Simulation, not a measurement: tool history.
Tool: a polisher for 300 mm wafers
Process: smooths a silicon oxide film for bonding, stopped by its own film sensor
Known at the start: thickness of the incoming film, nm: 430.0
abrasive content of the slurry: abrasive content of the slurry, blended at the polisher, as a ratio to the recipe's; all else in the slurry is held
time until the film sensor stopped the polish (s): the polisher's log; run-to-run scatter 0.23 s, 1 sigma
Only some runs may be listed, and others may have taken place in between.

run	hour	flow of slurry (ml/min)	pressure of the wafer on the pad (psi)	speed of the pad under the wafer (cm/s)	abrasive content of the slurry	target thickness at which the film sensor stops the polish (Å)	time until the film sensor stopped the polish (s)
1	0.0	320	1.5	114	1.00	4080	37.666
2	4.2	320	1.8	114	1.00	4080	33.298
3	6.9	320	1.5	114	1.00	4080	37.962
4	8.1	320	1.5	114	0.80	4080	45.451
5	15.7	360	1.5	114	0.80	4080	43.853
6	21.3	365	1.6	118	0.80	4080	41.293
7	27.3	365	1.6	118	0.80	4080	41.569
8	34.8	365	1.7	124	0.80	4080	38.386
9	42.8	365	1.8	130	0.80	4080	37.247
10	47.1	365	1.9	138	0.85	4080	32.262
11	53.8	365	2.0	144	0.85	4080	30.632
12	55.0	365	2.0	144	0.85	4080	30.899
13	59.3	365	2.0	150	0.85	4080	30.262

Estimate the outcome of run 14 from the log above:
14	61.9	365	2.3	160	0.85	4080	?

time until the film sensor stopped the polish (s): 26.823
